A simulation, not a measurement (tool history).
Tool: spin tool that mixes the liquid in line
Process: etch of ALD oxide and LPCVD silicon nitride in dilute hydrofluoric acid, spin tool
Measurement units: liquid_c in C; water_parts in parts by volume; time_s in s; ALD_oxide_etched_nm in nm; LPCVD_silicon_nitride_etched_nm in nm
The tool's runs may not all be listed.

run  hour  liquid_c  water_parts  time_s  ALD_oxide_etched_nm  LPCVD_silicon_nitride_etched_nm
  1     0        24          225     180               16.049                          0.40123
  2   2.2        24          175     180                21.61                          0.53062
  3   9.3      26.5          175     180                23.62                          0.57789
  4  15.5        28          175     180               25.011                          0.69789
  5  20.8        27          175     180               24.303                          0.56805
  6    25      26.5          175     180               23.553                          0.63788
  7  27.9        26          175     180               23.418                          0.51579

For run 8, what comes out?
  8  31.2      27.5          210     180                    ?                                ?

Run 8 gave ALD_oxide_etched_nm 19.586 nm, LPCVD_silicon_nitride_etched_nm 0.59557 nm.
